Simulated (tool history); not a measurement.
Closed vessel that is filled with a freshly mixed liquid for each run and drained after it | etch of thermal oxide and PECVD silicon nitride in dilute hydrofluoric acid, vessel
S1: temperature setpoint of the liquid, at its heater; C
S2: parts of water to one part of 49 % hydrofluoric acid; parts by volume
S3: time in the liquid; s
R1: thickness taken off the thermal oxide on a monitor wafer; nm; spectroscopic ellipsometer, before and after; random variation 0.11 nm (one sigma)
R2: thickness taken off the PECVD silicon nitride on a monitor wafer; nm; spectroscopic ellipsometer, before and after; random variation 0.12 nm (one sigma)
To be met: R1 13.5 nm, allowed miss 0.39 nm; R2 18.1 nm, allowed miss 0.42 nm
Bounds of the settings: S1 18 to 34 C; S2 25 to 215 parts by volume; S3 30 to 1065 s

run,day,S1,S2,S3,R1,R2
1,0,26,120,545,20.622,23.258
2,0.346,26.5,135,560,18.93,21.946
3,0.633,26.5,170,560,14.163,17.421
4,0.892,26.5,170,790,20.022,24.498
# day 0.967: hydrofluoric acid flow meter replaced
5,0.967,26.5,170,940,27.21,32.159
6,0.992,26.5,180,905,24.375,29.456
7,1.292,26.5,190,865,21.599,26.873
8,1.542,26.5,215,680,14.372,18.312
9,1.617,27,215,665,14.605,18.578

4 next moves are on the table. One of them brings every result within its allowed miss. Which?
A,1.692,30.5,215,555,?,?
B,1.692,24,150,550,?,?
C,1.692,25,195,705,?,?
D,1.692,30,195,490,?,?

move,R1,R2
A,13.716,19.244
B,16.637,18.32
C,16.19,19.291
D,13.451,18.223
A: brings the result that was furthest off to its target, and leaves another outside
B: further off than the last run
C: further off than the last run
D: meets every target
The right move is D.
